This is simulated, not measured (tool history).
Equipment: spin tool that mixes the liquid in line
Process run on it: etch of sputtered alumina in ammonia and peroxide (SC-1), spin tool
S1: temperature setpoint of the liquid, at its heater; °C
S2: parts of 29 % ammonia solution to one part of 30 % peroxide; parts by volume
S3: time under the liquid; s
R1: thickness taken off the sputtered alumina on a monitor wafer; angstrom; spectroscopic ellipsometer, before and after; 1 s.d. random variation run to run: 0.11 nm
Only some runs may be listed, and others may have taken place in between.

Run 1, hour 0: S1 59 °C, S2 0.85 parts by volume, S3 285 s. Result: R1 212.09 angstrom.
Run 2, hour 0.8: S1 59 °C, S2 1.1 parts by volume, S3 285 s. Result: R1 213.48 angstrom.
Run 3, hour 2.1: S1 57 °C, S2 1.1 parts by volume, S3 285 s. Result: R1 193.85 angstrom.
Run 4, hour 10.6: S1 54.5 °C, S2 1.1 parts by volume, S3 285 s. Result: R1 169.2 angstrom.
Run 5, hour 16.5: S1 54.5 °C, S2 1.1 parts by volume, S3 305 s. Result: R1 182.33 angstrom.
Run 6, hour 24.5: S1 53.5 °C, S2 1.1 parts by volume, S3 305 s. Result: R1 172.8 angstrom.

For run 7, what comes out?
Run 7, hour 30.2: S1 53 °C, S2 1.1 parts by volume, S3 305 s. Result: R1 ?.

Run 7 came out at R1 170.38 angstrom.

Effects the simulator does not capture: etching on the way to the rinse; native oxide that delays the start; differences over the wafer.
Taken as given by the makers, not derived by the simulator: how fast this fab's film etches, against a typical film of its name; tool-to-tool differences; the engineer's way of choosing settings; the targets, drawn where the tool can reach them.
